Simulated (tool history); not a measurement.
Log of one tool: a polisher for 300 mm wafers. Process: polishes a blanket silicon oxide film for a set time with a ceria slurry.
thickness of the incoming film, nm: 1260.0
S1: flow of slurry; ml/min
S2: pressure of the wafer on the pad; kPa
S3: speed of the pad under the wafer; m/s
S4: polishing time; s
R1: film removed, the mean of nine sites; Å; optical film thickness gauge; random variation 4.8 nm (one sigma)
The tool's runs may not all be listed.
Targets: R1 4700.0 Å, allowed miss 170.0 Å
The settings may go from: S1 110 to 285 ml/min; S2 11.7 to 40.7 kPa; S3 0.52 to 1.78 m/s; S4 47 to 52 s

run  hour   S1    S2    S3  S4      R1
  1   0.0  180  26.2  1.14  52  3163.6
  2   7.5  205  26.2  1.14  52  3237.6
  3  11.4  205  26.2  1.14  47  2910.9
  4  15.3  205  26.2  1.14  47  2869.5
  5  23.7  205  29.0  1.14  47  3089.2
  6  31.8  205  29.0  1.14  52  3482.0
     35.9  -- slurry nozzle cleaned
  7  35.9  205  31.0  1.14  52  3693.1
  8  44.1  205  32.4  1.14  52  3852.9
  9  45.8  205  33.8  1.14  52  3945.6

Which of these 5 next moves meets every target?
  A  47.5  220  35.2  1.40  51   ?
  B  47.5  200  35.9  1.22  52   ?
  C  47.5  215  40.7  1.38  52   ?
  D  47.5  195  34.5  1.12  49   ?
  E  47.5  185  36.5  1.26  51   ?

move      R1
   A  4648.9
   B  4323.2
   C  5210.8
   D  3728.4
   E  4355.2
A: meets every target
B: nearer than the last run, and not there yet
C: takes the result that was furthest off past its target
D: further off than the last run
E: nearer than the last run, and not there yet
The right move is A.
